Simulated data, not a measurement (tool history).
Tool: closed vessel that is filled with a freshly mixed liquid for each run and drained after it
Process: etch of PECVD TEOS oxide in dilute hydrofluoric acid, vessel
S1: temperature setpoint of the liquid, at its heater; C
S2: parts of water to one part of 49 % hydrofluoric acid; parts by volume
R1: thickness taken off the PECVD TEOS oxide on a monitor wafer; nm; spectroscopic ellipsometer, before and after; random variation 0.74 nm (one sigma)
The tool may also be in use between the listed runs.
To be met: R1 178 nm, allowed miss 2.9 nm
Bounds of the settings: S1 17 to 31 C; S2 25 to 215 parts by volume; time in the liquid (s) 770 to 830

{"run": 1, "hour": 0.0, "S1": 23, "S2": 120, "time in the liquid (s)": 770, "R1": 78.917}
{"run": 2, "hour": 2.4, "S1": 23, "S2": 120, "time in the liquid (s)": 770, "R1": 78.883}
{"run": 3, "hour": 10.3, "S1": 23, "S2": 85, "time in the liquid (s)": 770, "R1": 115.41}
{"run": 4, "hour": 17.5, "S1": 21.5, "S2": 85, "time in the liquid (s)": 770, "R1": 109.85}
{"run": 5, "hour": 20.2, "S1": 24.5, "S2": 80, "time in the liquid (s)": 770, "R1": 131.95}
{"run": 6, "hour": 22.1, "S1": 27.5, "S2": 80, "time in the liquid (s)": 770, "R1": 148.02}
{"run": 7, "hour": 24.2, "S1": 28.5, "S2": 80, "time in the liquid (s)": 770, "R1": 153.99}
{"run": 8, "hour": 26.4, "S1": 29, "S2": 80, "time in the liquid (s)": 770, "R1": 157.53}
{"run": 9, "hour": 31.6, "S1": 29.5, "S2": 80, "time in the liquid (s)": 770, "R1": 160.15}
{"run": 10, "hour": 32.5, "S1": 30, "S2": 80, "time in the liquid (s)": 770, "R1": 163.92}
{"run": 11, "hour": 33.1, "S1": 30.5, "S2": 80, "time in the liquid (s)": 770, "R1": 166.31}
{"run": 12, "hour": 41.9, "S1": 31, "S2": 75, "time in the liquid (s)": 770, "R1": 181.36}

5 next moves are on the table. One of them brings every result within its allowed miss. Which?
{"run": "A", "hour": 50.7, "S1": 30.5, "S2": 75, "time in the liquid (s)": 770, "R1": "?"}
{"run": "B", "hour": 50.7, "S1": 30, "S2": 70, "time in the liquid (s)": 770, "R1": "?"}
{"run": "C", "hour": 50.7, "S1": 29, "S2": 70, "time in the liquid (s)": 805, "R1": "?"}
{"run": "D", "hour": 50.7, "S1": 29.5, "S2": 70, "time in the liquid (s)": 785, "R1": "?"}
{"run": "E", "hour": 50.7, "S1": 31, "S2": 75, "time in the liquid (s)": 775, "R1": "?"}

move=A R1=178.18
move=B R1=188.69
move=C R1=189.78
move=D R1=188.69
move=E R1=182.79
A: meets every target
B: further off than the last run
C: further off than the last run
D: further off than the last run
E: further off than the last run
Move A is the one to make.
